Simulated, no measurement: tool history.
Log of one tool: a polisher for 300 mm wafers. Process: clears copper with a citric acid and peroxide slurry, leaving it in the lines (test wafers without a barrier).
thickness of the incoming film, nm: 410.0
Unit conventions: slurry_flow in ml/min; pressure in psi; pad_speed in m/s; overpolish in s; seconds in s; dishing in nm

run,hour,slurry_flow,pressure,pad_speed,slurry_solids,overpolish,seconds,dishing
1,0,155,3.1,1.22,1,18,124.59,41.042
2,7.5,140,3.1,1.22,1,18,128.64,41.841
3,15.5,150,3.2,1.22,1,17,121.9,43.169
4,16.4,150,3.9,1.22,1,17,102.67,49.566
5,17.6,110,3.9,1.22,1,17,108.17,45.239
6,21.7,110,4.4,1.22,1,17,98.373,50.763

Run 7 comes next. What will it give?
7,30,110,4.4,1.22,1,16,?,?

Run 7 gave seconds 97.375 s, dishing 48.81 nm.
